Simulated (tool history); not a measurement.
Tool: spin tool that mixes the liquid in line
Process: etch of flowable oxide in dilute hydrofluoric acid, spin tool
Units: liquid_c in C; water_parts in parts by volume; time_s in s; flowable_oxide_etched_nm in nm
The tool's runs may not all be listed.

run 1 day=0.000 | liquid_c=26 water_parts=190 time_s=15 | flowable_oxide_etched_nm=2.0131
run 2 day=0.150 | liquid_c=26 water_parts=190 time_s=15 | flowable_oxide_etched_nm=2.0266
run 3 day=0.225 | liquid_c=26 water_parts=165 time_s=15 | flowable_oxide_etched_nm=2.3981
run 4 day=0.588 | liquid_c=26 water_parts=200 time_s=15 | flowable_oxide_etched_nm=1.9328
run 5 day=0.925 | liquid_c=25 water_parts=215 time_s=15 | flowable_oxide_etched_nm=1.6713
run 6 day=1.188 | liquid_c=25 water_parts=215 time_s=15 | flowable_oxide_etched_nm=1.6748

The next listed run, before its measurement:
run 7 day=1.275 | liquid_c=24 water_parts=225 time_s=15 | flowable_oxide_etched_nm=?

{"run 7": {"flowable_oxide_etched_nm": 1.4939}}

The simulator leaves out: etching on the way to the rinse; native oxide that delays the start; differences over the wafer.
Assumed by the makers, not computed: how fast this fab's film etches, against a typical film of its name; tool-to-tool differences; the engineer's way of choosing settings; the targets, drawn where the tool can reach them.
